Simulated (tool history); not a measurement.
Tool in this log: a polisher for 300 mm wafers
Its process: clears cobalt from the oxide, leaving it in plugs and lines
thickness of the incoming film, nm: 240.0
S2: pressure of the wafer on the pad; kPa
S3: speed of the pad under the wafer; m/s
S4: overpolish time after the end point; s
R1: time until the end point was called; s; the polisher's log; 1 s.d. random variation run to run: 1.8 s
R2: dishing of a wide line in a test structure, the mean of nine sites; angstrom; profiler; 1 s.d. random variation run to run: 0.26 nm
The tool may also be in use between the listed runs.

{"run": 1, "hour": 0.0, "flow of slurry (ml/min)": 245, "S2": 11.0, "S3": 0.9, "S4": 26, "R1": 94.091, "R2": 457.56}
{"run": 2, "hour": 1.8, "flow of slurry (ml/min)": 245, "S2": 11.0, "S3": 0.82, "S4": 26, "R1": 97.372, "R2": 450.88}
{"run": 3, "hour": 6.2, "flow of slurry (ml/min)": 245, "S2": 11.0, "S3": 0.72, "S4": 26, "R1": 107.53, "R2": 424.4}
{"run": 4, "hour": 12.2, "flow of slurry (ml/min)": 245, "S2": 11.0, "S3": 0.72, "S4": 36, "R1": 103.63, "R2": 499.97}
{"run": 5, "hour": 20.2, "flow of slurry (ml/min)": 185, "S2": 11.0, "S3": 0.72, "S4": 36, "R1": 108.46, "R2": 494.4}
{"run": 6, "hour": 23.7, "flow of slurry (ml/min)": 185, "S2": 11.0, "S3": 0.72, "S4": 40, "R1": 112.17, "R2": 520.82}
{"run": 7, "hour": 27.3, "flow of slurry (ml/min)": 240, "S2": 11.0, "S3": 0.64, "S4": 31, "R1": 115.35, "R2": 457.2}
{"run": 8, "hour": 35.3, "flow of slurry (ml/min)": 215, "S2": 9.0, "S3": 0.84, "S4": 25, "R1": 118.59, "R2": 397.95}
{"run": 9, "hour": 36.3, "flow of slurry (ml/min)": 195, "S2": 7.6, "S3": 0.94, "S4": 20, "R1": 123.12, "R2": 338.18}
{"run": 10, "hour": 40.7, "flow of slurry (ml/min)": 180, "S2": 6.9, "S3": 1.04, "S4": 17, "R1": 126.32, "R2": 288.98}
{"run": 11, "hour": 49.2, "flow of slurry (ml/min)": 170, "S2": 6.9, "S3": 1.14, "S4": 14, "R1": 119.8, "R2": 272.46}

Run 12 has not been measured yet. What should we expect?
{"run": 12, "hour": 56.5, "flow of slurry (ml/min)": 145, "S2": 4.8, "S3": 1.4, "S4": 8, "R1": "?", "R2": "?"}

{"run 12": {"R1": 136.6, "R2": 153.53}}
